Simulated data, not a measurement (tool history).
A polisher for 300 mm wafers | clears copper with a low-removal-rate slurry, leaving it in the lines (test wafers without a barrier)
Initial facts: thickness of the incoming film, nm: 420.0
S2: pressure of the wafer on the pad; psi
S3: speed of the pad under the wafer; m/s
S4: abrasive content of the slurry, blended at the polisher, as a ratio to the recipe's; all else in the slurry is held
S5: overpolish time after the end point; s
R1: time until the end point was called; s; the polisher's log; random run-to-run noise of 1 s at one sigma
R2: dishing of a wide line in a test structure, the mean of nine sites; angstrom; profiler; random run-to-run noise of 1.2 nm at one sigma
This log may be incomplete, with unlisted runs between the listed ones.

{"run": 1, "hour": 0.0, "flow of slurry (ml/min)": 160, "S2": 4, "S3": 0.88, "S4": 1, "S5": 26, "R1": 104.29, "R2": 692.18}
{"run": 2, "hour": 3.1, "flow of slurry (ml/min)": 160, "S2": 4, "S3": 0.88, "S4": 1.1, "S5": 26, "R1": 99.229, "R2": 716.82}
{"run": 3, "hour": 12.1, "flow of slurry (ml/min)": 160, "S2": 4, "S3": 0.88, "S4": 1.1, "S5": 18, "R1": 101.37, "R2": 521.91}
{"run": 4, "hour": 19.6, "flow of slurry (ml/min)": 135, "S2": 4, "S3": 0.88, "S4": 1.1, "S5": 18, "R1": 101.51, "R2": 505.85}
{"run": 5, "hour": 26.0, "flow of slurry (ml/min)": 135, "S2": 4, "S3": 0.88, "S4": 1.1, "S5": 11, "R1": 103.35, "R2": 325.75}
{"run": 6, "hour": 33.8, "flow of slurry (ml/min)": 135, "S2": 4, "S3": 0.88, "S4": 1.3, "S5": 11, "R1": 100.29, "R2": 332.23}
{"run": 7, "hour": 40.3, "flow of slurry (ml/min)": 140, "S2": 4.1, "S3": 0.9, "S4": 1.25, "S5": 13, "R1": 92.77, "R2": 403.56}
{"hour": 47.0, "done": "head pressure recalibrated"}
{"run": 8, "hour": 47.0, "flow of slurry (ml/min)": 145, "S2": 4.3, "S3": 0.9, "S4": 1.2, "S5": 14, "R1": 88.457, "R2": 464.7}

Estimate the outcome of run 9 from the log above:
{"run": 9, "hour": 50.3, "flow of slurry (ml/min)": 170, "S2": 5.4, "S3": 0.84, "S4": 0.95, "S5": 23, "R1": "?", "R2": "?"}

Run 9 measured R1 84.328 s, R2 771.2 angstrom.
